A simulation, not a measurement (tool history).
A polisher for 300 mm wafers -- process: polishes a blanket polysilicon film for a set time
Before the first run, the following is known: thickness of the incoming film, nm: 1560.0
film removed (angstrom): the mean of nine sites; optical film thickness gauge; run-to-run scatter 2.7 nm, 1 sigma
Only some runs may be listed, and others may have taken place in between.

run  hour  flow of slurry (ml/min)  pressure of the wafer on the pad (kPa)  speed of the pad under the wafer (m/s)  polishing time (s)  film removed (angstrom)
  1   0.0                      215                                    22.8                                    1.10                  39                   4223.6
  2   0.6                      250                                    22.8                                    1.10                  39                   4402.6
  3   4.9                      250                                    22.8                                    1.32                  39                   5236.7
  4  11.8                      240                                    18.6                                    1.32                  39                   4243.2
  5  13.0                      240                                    18.6                                    1.50                  39                   4766.6
  6  16.6                      275                                    18.6                                    1.50                  39                   4932.8

What will run 7 give?
  7  19.0                      265                                    15.9                                    1.46                  39                        ?

{"run 7": {"film removed (angstrom)": 3957.2}}
